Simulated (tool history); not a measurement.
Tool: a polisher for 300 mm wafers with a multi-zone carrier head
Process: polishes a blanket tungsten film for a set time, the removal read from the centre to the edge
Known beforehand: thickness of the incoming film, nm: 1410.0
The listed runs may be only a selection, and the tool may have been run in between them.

| run | hour | flow of slurry (ml/min) | pressure of the head's centre zone | pressure of the head's middle zone | pressure of the head's edge zone | abrasive content of the slurry | polishing time (s) | film removed at the wafer's centre (angstrom) | film removed at mid-radius (angstrom) | film removed at the wafer's edge (angstrom) |
|---|---|---|---|---|---|---|---|---|---|---|
| 1 | 0.0 | 255 | 1.00 | 1.00 | 1.00 | 1.00 | 79 | 2021.4 | 1984.3 | 1979.2 |
| 2 | 8.1 | 255 | 1.00 | 0.94 | 1.00 | 1.00 | 79 | 1996.5 | 1881.4 | 2066.1 |
| 3 | 9.6 | 255 | 0.97 | 0.94 | 1.00 | 1.00 | 79 | 1940.9 | 1886.6 | 1981.0 |
| 4 | 11.5 | 250 | 0.95 | 0.94 | 1.02 | 1.00 | 79 | 1925.9 | 1842.5 | 2013.0 |
| 5 | 12.1 | 250 | 0.93 | 0.95 | 1.02 | 0.95 | 79 | 1837.6 | 1883.5 | 2007.4 |
| 6 | 19.9 | 250 | 0.93 | 1.00 | 1.02 | 0.95 | 79 | 1820.8 | 1908.7 | 2052.2 |
| 7 | 20.7 | 230 | 0.83 | 1.01 | 0.92 | 0.70 | 77 | 1457.4 | 1765.4 | 1693.9 |
| 8 | 28.7 | 230 | 0.83 | 1.01 | 0.93 | 0.70 | 77 | 1477.3 | 1731.6 | 1663.0 |
| 9 | 34.3 | 230 | 0.83 | 1.01 | 0.94 | 0.70 | 77 | 1482.1 | 1705.0 | 1715.9 |
| 10 | 35.7 | 250 | 0.82 | 1.06 | 0.99 | 0.75 | 77 | 1520.2 | 1875.6 | 1811.8 |

Run 11, settings as shown, results not yet in. Your forecast:
| 11 | 44.6 | 245 | 0.82 | 1.06 | 0.99 | 0.75 | 77 | ? | ? | ? |

{"run 11": {"film removed at the wafer's centre (angstrom)": 1494.5, "film removed at mid-radius (angstrom)": 1870.9, "film removed at the wafer's edge (angstrom)": 1786.2}}
